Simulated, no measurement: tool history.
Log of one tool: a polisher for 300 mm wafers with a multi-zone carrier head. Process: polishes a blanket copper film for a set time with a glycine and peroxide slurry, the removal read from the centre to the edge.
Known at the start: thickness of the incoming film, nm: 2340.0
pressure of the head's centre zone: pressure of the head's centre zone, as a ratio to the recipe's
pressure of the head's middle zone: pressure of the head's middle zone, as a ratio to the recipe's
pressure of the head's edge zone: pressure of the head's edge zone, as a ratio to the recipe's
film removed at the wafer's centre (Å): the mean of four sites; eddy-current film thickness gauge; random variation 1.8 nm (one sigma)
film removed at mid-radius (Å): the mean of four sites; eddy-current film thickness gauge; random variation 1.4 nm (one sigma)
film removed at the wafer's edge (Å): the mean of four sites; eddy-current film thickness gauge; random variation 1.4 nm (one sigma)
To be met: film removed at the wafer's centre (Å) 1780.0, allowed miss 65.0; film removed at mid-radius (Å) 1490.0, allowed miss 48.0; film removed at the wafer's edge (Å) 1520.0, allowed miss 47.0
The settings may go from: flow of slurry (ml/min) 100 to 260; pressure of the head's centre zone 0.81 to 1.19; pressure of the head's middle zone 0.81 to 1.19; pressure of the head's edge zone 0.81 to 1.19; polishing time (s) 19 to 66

| run | day | flow of slurry (ml/min) | pressure of the head's centre zone | pressure of the head's middle zone | pressure of the head's edge zone | polishing time (s) | film removed at the wafer's centre (Å) | film removed at mid-radius (Å) | film removed at the wafer's edge (Å) |
|---|---|---|---|---|---|---|---|---|---|
| 1 | 0.000 | 165 | 1.00 | 1.00 | 1.00 | 42 | 2674.1 | 2614.0 | 2605.2 |
| 2 | 0.371 | 160 | 1.02 | 0.97 | 0.96 | 37 | 2362.7 | 2261.9 | 2251.8 |
| 3 | 0.396 | 160 | 1.02 | 0.97 | 0.96 | 30 | 1910.6 | 1803.9 | 1822.4 |
| 4 | 0.550 | 160 | 0.95 | 0.97 | 0.96 | 30 | 1770.5 | 1828.7 | 1811.0 |
| 5 | 0.858 | 160 | 0.95 | 0.97 | 0.96 | 35 | 2070.4 | 2112.0 | 2124.4 |
| 6 | 0.962 | 125 | 0.95 | 0.97 | 0.96 | 35 | 1943.7 | 2002.9 | 2049.4 |
| 7 | 1.238 | 130 | 0.99 | 0.95 | 0.93 | 32 | 1925.8 | 1827.0 | 1852.0 |
| 8 | 1.546 | 125 | 1.00 | 0.93 | 0.90 | 31 | 1826.6 | 1738.0 | 1767.7 |
| 9 | 1.879 | 125 | 1.03 | 0.92 | 0.88 | 30 | 1808.9 | 1667.6 | 1708.6 |
| 10 | 2.254 | 125 | 1.06 | 0.91 | 0.86 | 29 | 1788.2 | 1585.1 | 1653.9 |
| 11 | 2.496 | 125 | 1.06 | 0.91 | 0.86 | 29 | 1803.0 | 1618.6 | 1626.6 |
| 12 | 2.571 | 120 | 1.07 | 0.90 | 0.85 | 29 | 1805.9 | 1565.0 | 1629.5 |

Which of these 4 next moves meets every target?
| A | 2.646 | 135 | 1.13 | 1.04 | 0.81 | 27 | ? | ? | ? |
| B | 2.646 | 100 | 1.00 | 0.87 | 0.93 | 31 | ? | ? | ? |
| C | 2.646 | 140 | 1.05 | 0.95 | 0.85 | 29 | ? | ? | ? |
| D | 2.646 | 110 | 1.13 | 0.91 | 0.82 | 28 | ? | ? | ? |

| move | film removed at the wafer's centre (Å) | film removed at mid-radius (Å) | film removed at the wafer's edge (Å) |
|---|---|---|---|
| A | 1826.0 | 1644.5 | 1507.4 |
| B | 1704.2 | 1562.9 | 1723.6 |
| C | 1836.1 | 1676.0 | 1654.0 |
| D | 1792.8 | 1489.2 | 1520.3 |
A: brings the result that was furthest off to its target, and leaves another outside
B: further off than the last run
C: further off than the last run
D: meets every target
Move D is the one to make.
